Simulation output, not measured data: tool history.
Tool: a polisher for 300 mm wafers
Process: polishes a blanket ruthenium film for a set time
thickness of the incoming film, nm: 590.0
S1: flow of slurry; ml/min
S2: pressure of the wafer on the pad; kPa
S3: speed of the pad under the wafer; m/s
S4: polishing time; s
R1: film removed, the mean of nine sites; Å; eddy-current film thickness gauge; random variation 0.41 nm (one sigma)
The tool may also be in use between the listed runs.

run,hour,S1,S2,S3,S4,R1
1,0.0,130,15.2,0.82,90,1058.20
2,6.9,150,15.2,0.82,90,1073.40
3,10.0,150,13.8,0.78,90,945.98
4,12.9,150,16.5,0.78,90,1147.30
5,15.5,145,15.2,0.74,90,977.99
6,18.1,160,15.2,0.74,90,988.08
7,24.3,160,13.8,0.70,90,844.10
8,28.0,160,13.1,0.68,90,781.04
9,33.0,160,12.4,0.66,90,730.08
10,36.3,125,8.3,0.50,90,363.61
11,40.1,130,8.3,0.50,90,365.04
12,41.7,135,8.3,0.50,90,364.46
13,50.3,140,8.3,0.50,90,369.79
14,55.5,145,8.3,0.50,90,379.72
15,60.3,150,8.3,0.50,90,379.23

What does the tool deliver on the next run?
16,67.5,155,8.3,0.50,90,?

{"run 16": {"R1": 376.62}}
